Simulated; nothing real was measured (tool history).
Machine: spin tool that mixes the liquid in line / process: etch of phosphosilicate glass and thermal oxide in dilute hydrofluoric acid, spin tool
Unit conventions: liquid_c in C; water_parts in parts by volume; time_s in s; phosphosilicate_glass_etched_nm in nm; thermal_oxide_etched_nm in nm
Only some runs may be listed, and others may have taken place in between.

| run | hour | liquid_c | water_parts | time_s | phosphosilicate_glass_etched_nm | thermal_oxide_etched_nm |
|---|---|---|---|---|---|---|
| 1 | 0.0 | 23.0 | 220 | 35 | 21.516 | 0.52352 |
| 2 | 4.1 | 23.0 | 185 | 35 | 26.749 | 0.65744 |
| 3 | 6.5 | 23.5 | 185 | 35 | 27.180 | 0.67820 |
| 4 | 11.6 | 22.0 | 185 | 35 | 25.843 | 0.60471 |
| 5 | 13.7 | 22.0 | 230 | 35 | 19.682 | 0.46259 |
| 6 | 14.4 | 23.0 | 225 | 35 | 21.010 | 0.50159 |
| 7 | 18.0 | 24.0 | 220 | 35 | 22.402 | 0.59026 |
| 8 | 24.7 | 24.0 | 220 | 35 | 22.242 | 0.57135 |
| 9 | 26.0 | 24.0 | 215 | 35 | 22.965 | 0.56380 |
| 10 | 31.8 | 24.5 | 210 | 35 | 24.078 | 0.62214 |
| 11 | 35.9 | 25.0 | 205 | 35 | 25.263 | 0.63444 |
| 12 | 44.5 | 25.5 | 205 | 35 | 25.855 | 0.62266 |
| 13 | 45.5 | 26.0 | 205 | 35 | 26.343 | 0.66674 |
| 14 | 53.6 | 26.5 | 205 | 35 | 26.736 | 0.63483 |
| 15 | 57.8 | 27.0 | 205 | 35 | 27.006 | 0.70398 |
| 16 | 59.3 | 27.5 | 205 | 35 | 27.777 | 0.73413 |
| 17 | 65.3 | 28.0 | 205 | 35 | 28.088 | 0.71782 |
| 18 | 71.5 | 28.5 | 205 | 35 | 28.563 | 0.67458 |
| 19 | 76.2 | 30.0 | 185 | 35 | 34.231 | 0.87287 |

Predict the results of run 20:
| 20 | 78.8 | 29.0 | 185 | 35 | ? | ? |

Run 20 yielded phosphosilicate_glass_etched_nm 33.119 nm, thermal_oxide_etched_nm 0.80049 nm.
